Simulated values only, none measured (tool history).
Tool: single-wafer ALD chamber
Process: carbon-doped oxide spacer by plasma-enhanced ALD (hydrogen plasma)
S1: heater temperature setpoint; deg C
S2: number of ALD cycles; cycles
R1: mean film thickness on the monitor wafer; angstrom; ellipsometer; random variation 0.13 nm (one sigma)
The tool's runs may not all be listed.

run,day,S1,S2,R1
1,0.000,385,391,215.68
2,0.200,385,343,189.72
3,0.275,385,377,208.76
4,0.617,385,402,224.71
5,0.762,385,419,232.72
6,0.879,393,419,231.27
7,0.996,393,435,240.79
# day 1.112: thermocouple changed; heater temperature recalibrated
8,1.112,393,435,241.76

Forecast run 9:
9,1.446,393,447,?

Run 9 gave R1 248.15 angstrom.
